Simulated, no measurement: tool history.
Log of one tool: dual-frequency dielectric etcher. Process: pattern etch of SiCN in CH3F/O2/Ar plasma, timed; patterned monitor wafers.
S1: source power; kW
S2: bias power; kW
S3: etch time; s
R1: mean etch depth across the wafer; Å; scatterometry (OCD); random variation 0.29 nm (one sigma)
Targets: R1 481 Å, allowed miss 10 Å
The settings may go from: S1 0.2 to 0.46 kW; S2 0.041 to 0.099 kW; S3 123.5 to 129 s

run 1 hour=0 | S1=0.33 S2=0.07 S3=123.5 | R1=421.01
run 2 hour=5.1 | S1=0.37 S2=0.07 S3=123.5 | R1=442.58
run 3 hour=12.2 | S1=0.38 S2=0.07 S3=123.5 | R1=451.97
run 4 hour=17.3 | S1=0.38 S2=0.07 S3=123.5 | R1=446.63
run 5 hour=22.9 | S1=0.39 S2=0.07 S3=123.5 | R1=451.95
run 6 hour=25.4 | S1=0.39 S2=0.059 S3=123.5 | R1=433.1
run 7 hour=28.1 | S1=0.4 S2=0.06 S3=123.5 | R1=437.84
run 8 hour=29.9 | S1=0.41 S2=0.061 S3=123.5 | R1=445
run 9 hour=31.3 | S1=0.42 S2=0.062 S3=123.5 | R1=448.82
run 10 hour=40.1 | S1=0.42 S2=0.063 S3=123.5 | R1=453.86
run 11 hour=48.9 | S1=0.42 S2=0.064 S3=123.5 | R1=459.32
run 12 hour=53.3 | S1=0.44 S2=0.065 S3=123.5 | R1=467.91

Which of these 4 next moves meets every target?
run A hour=57.7 | S1=0.45 S2=0.061 S3=128 | R1=?
run B hour=57.7 | S1=0.38 S2=0.064 S3=127 | R1=?
run C hour=57.7 | S1=0.43 S2=0.064 S3=123.5 | R1=?
run D hour=57.7 | S1=0.4 S2=0.061 S3=129 | R1=?

move=A R1=481.1
move=B R1=449.47
move=C R1=461.39
move=D R1=460.56
A: meets every target
B: further off than the last run
C: further off than the last run
D: further off than the last run
Move A is the one to make.

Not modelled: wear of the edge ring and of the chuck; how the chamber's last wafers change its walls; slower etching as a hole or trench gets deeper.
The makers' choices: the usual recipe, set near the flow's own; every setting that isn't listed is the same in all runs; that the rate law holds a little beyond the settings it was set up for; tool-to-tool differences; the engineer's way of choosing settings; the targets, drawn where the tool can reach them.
